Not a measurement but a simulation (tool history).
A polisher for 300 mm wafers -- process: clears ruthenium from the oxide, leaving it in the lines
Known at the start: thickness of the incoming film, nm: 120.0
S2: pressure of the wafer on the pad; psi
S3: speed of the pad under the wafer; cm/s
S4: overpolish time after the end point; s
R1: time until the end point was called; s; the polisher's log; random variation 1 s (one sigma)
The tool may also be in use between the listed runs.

{"run": 1, "hour": 0.0, "flow of slurry (ml/min)": 225, "S2": 2.2, "S3": 116, "S4": 20, "R1": 108.98}
{"run": 2, "hour": 4.9, "flow of slurry (ml/min)": 220, "S2": 2.1, "S3": 116, "S4": 20, "R1": 113.4}
{"run": 3, "hour": 8.0, "flow of slurry (ml/min)": 220, "S2": 2.0, "S3": 116, "S4": 20, "R1": 119.2}
{"run": 4, "hour": 8.5, "flow of slurry (ml/min)": 220, "S2": 1.7, "S3": 116, "S4": 20, "R1": 139.09}
{"run": 5, "hour": 10.5, "flow of slurry (ml/min)": 225, "S2": 1.8, "S3": 116, "S4": 20, "R1": 131.75}
{"hour": 18.7, "done": "worn pad replaced by a new one"}
{"run": 6, "hour": 18.7, "flow of slurry (ml/min)": 230, "S2": 1.9, "S3": 116, "S4": 20, "R1": 111.72}
{"run": 7, "hour": 20.9, "flow of slurry (ml/min)": 175, "S2": 1.9, "S3": 116, "S4": 20, "R1": 117.29}
{"run": 8, "hour": 28.0, "flow of slurry (ml/min)": 185, "S2": 1.9, "S3": 116, "S4": 20, "R1": 115.35}

The next listed run, before its measurement:
{"run": 9, "hour": 34.3, "flow of slurry (ml/min)": 195, "S2": 1.9, "S3": 116, "S4": 20, "R1": "?"}

{"run 9": {"R1": 113.66}}
